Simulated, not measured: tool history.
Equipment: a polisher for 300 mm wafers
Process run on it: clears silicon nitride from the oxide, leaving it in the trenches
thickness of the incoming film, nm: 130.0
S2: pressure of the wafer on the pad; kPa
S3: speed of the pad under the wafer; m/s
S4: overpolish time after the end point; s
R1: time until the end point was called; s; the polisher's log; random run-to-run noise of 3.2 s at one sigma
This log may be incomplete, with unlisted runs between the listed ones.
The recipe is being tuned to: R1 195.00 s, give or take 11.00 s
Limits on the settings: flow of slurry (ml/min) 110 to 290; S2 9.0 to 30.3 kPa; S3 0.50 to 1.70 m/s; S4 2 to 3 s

{"run": 1, "hour": 0.0, "flow of slurry (ml/min)": 185, "S2": 19.3, "S3": 1.1, "S4": 3, "R1": 159.4}
{"run": 2, "hour": 6.9, "flow of slurry (ml/min)": 165, "S2": 19.3, "S3": 1.1, "S4": 3, "R1": 164.0}
{"run": 3, "hour": 11.9, "flow of slurry (ml/min)": 165, "S2": 18.6, "S3": 1.1, "S4": 3, "R1": 167.17}
{"run": 4, "hour": 13.6, "flow of slurry (ml/min)": 165, "S2": 18.6, "S3": 1.32, "S4": 3, "R1": 145.59}
{"run": 5, "hour": 15.3, "flow of slurry (ml/min)": 165, "S2": 18.6, "S3": 1.32, "S4": 3, "R1": 144.25}
{"run": 6, "hour": 17.5, "flow of slurry (ml/min)": 165, "S2": 15.9, "S3": 1.32, "S4": 3, "R1": 165.95}
{"run": 7, "hour": 21.3, "flow of slurry (ml/min)": 165, "S2": 15.2, "S3": 1.32, "S4": 3, "R1": 166.75}
{"run": 8, "hour": 22.0, "flow of slurry (ml/min)": 165, "S2": 14.5, "S3": 1.32, "S4": 3, "R1": 174.91}

Pick the move, out of 4, that brings all results within their allowed miss; only one does.
{"run": "A", "hour": 22.7, "flow of slurry (ml/min)": 125, "S2": 21.4, "S3": 1.34, "S4": 2, "R1": "?"}
{"run": "B", "hour": 22.7, "flow of slurry (ml/min)": 160, "S2": 12.4, "S3": 1.24, "S4": 3, "R1": "?"}
{"run": "C", "hour": 22.7, "flow of slurry (ml/min)": 165, "S2": 13.1, "S3": 1.1, "S4": 3, "R1": "?"}
{"run": "D", "hour": 22.7, "flow of slurry (ml/min)": 180, "S2": 11.0, "S3": 1.44, "S4": 3, "R1": "?"}

move=A R1=141.11
move=B R1=219.29
move=C R1=231.72
move=D R1=203.81
A: moves away from the targets compared with the last run
B: the result that was furthest off in the last run now lies on the other side of its target
C: the result that was furthest off in the last run now lies on the other side of its target
D: every result within its allowed miss
So the answer is move D, the one that meets all the targets.
